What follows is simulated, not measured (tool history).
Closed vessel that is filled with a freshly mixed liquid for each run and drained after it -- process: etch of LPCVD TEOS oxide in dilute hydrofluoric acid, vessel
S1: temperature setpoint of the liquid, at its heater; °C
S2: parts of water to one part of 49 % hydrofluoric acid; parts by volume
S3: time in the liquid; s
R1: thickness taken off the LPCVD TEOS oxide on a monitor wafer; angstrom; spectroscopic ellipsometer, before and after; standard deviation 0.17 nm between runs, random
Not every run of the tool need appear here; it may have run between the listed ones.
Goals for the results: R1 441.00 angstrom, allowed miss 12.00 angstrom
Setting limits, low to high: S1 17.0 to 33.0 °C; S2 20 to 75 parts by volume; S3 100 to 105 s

run,hour,S1,S2,S3,R1
1,0.0,25.0,45,100,710.92
2,3.6,25.0,35,100,933.93
3,7.1,23.0,40,100,745.30
4,14.5,20.0,40,100,654.70
5,17.8,19.0,45,100,554.78
6,25.9,20.0,45,100,580.07
7,29.5,19.5,45,100,564.46
8,35.7,19.0,45,100,557.48
9,42.6,18.5,45,100,543.43
10,47.9,18.0,45,100,533.24
11,49.5,17.5,45,100,521.49
12,55.6,17.0,50,100,456.56
13,57.1,17.5,50,100,466.01
14,64.4,17.0,50,100,454.17
15,70.7,17.5,50,100,465.24
16,72.8,17.0,50,100,460.76
17,76.5,17.0,50,100,459.57
18,84.9,17.5,50,100,470.65
19,92.0,17.0,50,100,455.36
20,98.3,17.5,50,100,466.30
21,101.5,17.0,50,100,459.11
22,106.4,17.5,50,100,468.12

Exactly one of the 4 candidate moves below puts every result within its allowed miss. Which one?
A,111.3,18.5,60,100,?
B,111.3,17.0,55,100,?
C,111.3,18.0,50,105,?
D,111.3,18.5,55,100,?

move,R1
A,402.75
B,414.24
C,502.41
D,441.90
A: moves the result that the last run missed by most past its target, out the other side
B: moves the result that the last run missed by most past its target, out the other side
C: lands further from the targets than the last run did
D: meets every target
Move D is the one to make.
